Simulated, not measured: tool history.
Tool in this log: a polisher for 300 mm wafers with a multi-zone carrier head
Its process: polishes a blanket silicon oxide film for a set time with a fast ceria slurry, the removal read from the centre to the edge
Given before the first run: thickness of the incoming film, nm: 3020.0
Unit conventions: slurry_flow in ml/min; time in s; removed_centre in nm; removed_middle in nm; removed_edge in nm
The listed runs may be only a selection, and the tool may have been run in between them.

run  hour  slurry_flow  centre_zone  middle_zone  edge_zone  time  removed_centre  removed_middle  removed_edge
  1   0.0          215         1.00         1.00       1.00    72          549.94          538.94        520.70
  2   7.2          215         1.00         1.00       0.91    72          557.99          543.87        495.27
  3  12.3          205         0.96         1.00       0.91    65          479.13          488.84        438.56
  4  19.1          205         1.02         1.00       0.91    65          504.01          487.17        453.75
  5  25.8          190         0.97         1.00       0.93    60          435.92          448.57        408.23
  6  34.1          190         0.97         1.00       0.98    60          428.29          442.60        419.95
  7  35.6          180         0.94         0.99       0.98    57          400.35          415.27        400.92
  8  36.3          170         0.91         1.00       0.98    54          354.58          393.50        377.26
  9  39.2          165         0.89         1.00       0.96    53          338.46          385.83        363.67
 10  43.7          160         0.87         0.99       0.94    52          334.13          368.51        352.09
 11  49.0          160         0.81         1.05       0.96    44          260.71          332.60        295.02
 12  53.8          170         0.82         1.05       0.97    44          268.15          334.34        302.08
 13  62.2          175         0.83         1.05       0.98    44          264.70          336.92        314.98
 14  70.9          180         0.84         1.05       0.98    44          279.03          336.59        314.67

What does the tool deliver on the next run?
 15  79.7          180         0.84         1.05       0.98    44               ?               ?             ?

removed_centre: 279.06 nm
removed_middle: 335.48 nm
removed_edge: 310.52 nm

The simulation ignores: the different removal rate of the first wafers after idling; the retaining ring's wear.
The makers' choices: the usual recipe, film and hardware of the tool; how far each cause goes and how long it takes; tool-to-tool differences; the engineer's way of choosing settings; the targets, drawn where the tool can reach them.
